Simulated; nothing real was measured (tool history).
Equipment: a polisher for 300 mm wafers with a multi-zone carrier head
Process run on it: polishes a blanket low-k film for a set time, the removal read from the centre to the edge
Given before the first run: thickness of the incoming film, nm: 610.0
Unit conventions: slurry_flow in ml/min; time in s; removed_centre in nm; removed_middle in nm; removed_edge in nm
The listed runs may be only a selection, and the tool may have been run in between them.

run	day	slurry_flow	centre_zone	middle_zone	edge_zone	slurry_solids	time	removed_centre	removed_middle	removed_edge
1	0.000	180	1.00	1.00	1.00	1.00	86	41.092	43.119	43.694
2	0.175	175	0.99	1.00	0.98	0.95	86	39.547	42.326	41.944
3	0.271	170	0.98	0.99	0.97	0.90	86	37.835	41.778	41.019
4	0.592	170	0.98	0.99	0.97	0.90	95	41.700	45.676	45.338
5	0.654	170	0.98	0.98	0.96	0.85	94	39.561	42.533	43.391
6	0.808	170	0.98	0.98	0.95	0.80	93	38.749	42.420	41.331
7	0.975	165	0.97	0.97	0.94	0.75	93	37.355	39.475	39.440
8	1.096	160	0.96	0.97	0.93	0.75	93	35.346	40.163	39.441
9	1.262	160	0.96	0.96	0.92	0.70	93	35.639	38.524	37.729
10	1.592	155	0.95	0.95	0.91	0.70	93	34.969	37.761	37.514
11	1.725	150	0.94	0.95	0.90	0.70	93	33.692	36.527	37.092
12	1.992	150	0.94	0.95	0.89	0.70	93	33.965	37.627	36.819
13	2.204	150	0.93	0.94	0.88	0.70	93	33.508	36.163	36.519
14	2.258	150	0.93	0.94	0.87	0.70	93	32.681	36.625	36.988
15	2.621	145	0.93	0.94	0.87	0.70	93	32.955	36.028	36.463
16	2.738	145	0.93	0.94	0.86	0.70	93	33.173	35.450	36.083
# day 2.804: centre zone pressure recalibrated
17	2.804	145	0.93	0.94	0.85	0.70	93	35.231	35.879	35.919
18	3.117	145	0.92	0.94	0.85	0.70	93	34.962	37.011	35.885
19	3.212	140	0.91	0.94	0.85	0.70	93	34.490	36.503	35.920

What does the tool deliver on the next run?
20	3.475	140	0.90	0.94	0.85	0.70	93	?	?	?

{"run 20": {"removed_centre": 33.825, "removed_middle": 35.953, "removed_edge": 36.215}}

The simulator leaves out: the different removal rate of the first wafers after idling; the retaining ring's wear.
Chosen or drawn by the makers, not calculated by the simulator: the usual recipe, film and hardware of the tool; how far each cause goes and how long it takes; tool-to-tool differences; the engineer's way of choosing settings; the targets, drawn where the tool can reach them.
